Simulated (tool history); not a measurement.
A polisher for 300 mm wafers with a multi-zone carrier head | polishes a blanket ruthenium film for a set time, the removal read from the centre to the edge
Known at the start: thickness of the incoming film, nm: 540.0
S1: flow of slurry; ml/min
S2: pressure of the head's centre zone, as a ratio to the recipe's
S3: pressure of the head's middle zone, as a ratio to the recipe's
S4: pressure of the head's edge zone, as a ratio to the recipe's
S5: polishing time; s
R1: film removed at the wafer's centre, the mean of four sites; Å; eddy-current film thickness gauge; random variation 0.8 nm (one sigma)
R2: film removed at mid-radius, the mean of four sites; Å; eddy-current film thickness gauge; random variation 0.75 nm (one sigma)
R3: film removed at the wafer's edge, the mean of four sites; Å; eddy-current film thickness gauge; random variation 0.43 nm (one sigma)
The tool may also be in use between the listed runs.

Run 1, hour 0: S1 190 ml/min, S2 1, S3 1, S4 1, S5 85 s. Result: R1 754.07 Å, R2 780.42 Å, R3 762.2 Å.
Run 2, hour 8: S1 190 ml/min, S2 1, S3 1, S4 0.96, S5 85 s. Result: R1 757.15 Å, R2 766.6 Å, R3 745.85 Å.
Run 3, hour 16.3: S1 185 ml/min, S2 1.01, S3 1.02, S4 0.93, S5 82 s. Result: R1 737.99 Å, R2 770.55 Å, R3 707.15 Å.
Run 4, hour 25.3: S1 180 ml/min, S2 1.02, S3 1.02, S4 0.91, S5 80 s. Result: R1 733.69 Å, R2 745.74 Å, R3 685.52 Å.
Run 5, hour 27.8: S1 180 ml/min, S2 1.02, S3 1.02, S4 0.89, S5 78 s. Result: R1 707.53 Å, R2 730.61 Å, R3 654.35 Å.
Run 6, hour 32.7: S1 180 ml/min, S2 0.96, S3 1.02, S4 0.89, S5 78 s. Result: R1 669.18 Å, R2 722.07 Å, R3 649.47 Å.
Run 7, hour 41.2: S1 175 ml/min, S2 0.98, S3 1.02, S4 0.87, S5 77 s. Result: R1 658.81 Å, R2 706.17 Å, R3 635.53 Å.
Run 8, hour 42.5: S1 175 ml/min, S2 1, S3 1.02, S4 0.86, S5 76 s. Result: R1 664.62 Å, R2 699.5 Å, R3 622.5 Å.

Forecast run 9:
Run 9, hour 45.2: S1 175 ml/min, S2 1.01, S3 1.02, S4 0.85, S5 75 s. Result: R1 ?, R2 ?, R3 ?.

{"run 9": {"R1": 651.53, "R2": 699.27, "R3": 618.09}}
